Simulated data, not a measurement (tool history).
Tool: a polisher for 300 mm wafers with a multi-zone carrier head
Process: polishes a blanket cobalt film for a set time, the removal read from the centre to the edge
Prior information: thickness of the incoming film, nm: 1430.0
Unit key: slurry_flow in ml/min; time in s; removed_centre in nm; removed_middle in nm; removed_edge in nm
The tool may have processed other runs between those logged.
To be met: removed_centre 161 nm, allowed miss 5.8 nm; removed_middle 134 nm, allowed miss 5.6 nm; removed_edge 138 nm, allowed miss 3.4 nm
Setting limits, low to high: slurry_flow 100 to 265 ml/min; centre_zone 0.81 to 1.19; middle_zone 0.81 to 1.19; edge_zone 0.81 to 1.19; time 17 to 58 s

run	hour	slurry_flow	centre_zone	middle_zone	edge_zone	time	removed_centre	removed_middle	removed_edge
1	0	170	1	1	1	37	111.9	111.62	112.15
2	2.3	195	1	1	1	37	114.94	115.68	112.31
3	8.1	195	1	1	1	42	131.94	129.78	126.92
4	13	200	1.02	1	1.01	42	133.46	128.78	130.21
5	20.4	205	1.04	1	1.01	42	137.16	130.45	128.25
6	25.6	210	1.06	1	1.02	42	139.43	130.33	131.96
7	27.8	215	1.08	1	1.02	42	141.78	132.18	130.41
8	30.3	220	1.1	0.99	1.03	42	146.6	131.64	130.02
9	35	220	1.11	0.99	1.04	42	148.78	130.38	132.44
10	43.7	225	1.12	0.99	1.05	42	148.71	128.39	133.7
11	49	230	1.13	0.99	1.05	42	150.13	131.89	132.34
12	50.5	230	1.14	0.99	1.06	42	152.91	133.39	133.37
13	57.9	230	1.15	0.99	1.07	42	155.09	129.37	136.5

Of the 5 settings listed for the next run, only one would bring every result within its allowed miss of target. Which one?
A	65.3	260	1.18	0.99	1.1	42	?	?	?
B	65.3	225	1.08	0.99	1.14	42	?	?	?
C	65.3	220	1.02	0.99	1.05	44	?	?	?
D	65.3	215	1.11	0.97	1.05	42	?	?	?
E	65.3	235	1.19	0.89	1.12	42	?	?	?

move	removed_centre	removed_middle	removed_edge
A	159.87	133.16	140.17
B	143.57	131.04	141
C	141.56	136.97	141.42
D	146.65	128.09	134.74
E	159.1	120.44	140.45
A: every result lands within tolerance
B: further off than the last run
C: further off than the last run
D: further off than the last run
E: brings the result that was furthest off to its target, and leaves another outside
Correct choice: A, which meets every target

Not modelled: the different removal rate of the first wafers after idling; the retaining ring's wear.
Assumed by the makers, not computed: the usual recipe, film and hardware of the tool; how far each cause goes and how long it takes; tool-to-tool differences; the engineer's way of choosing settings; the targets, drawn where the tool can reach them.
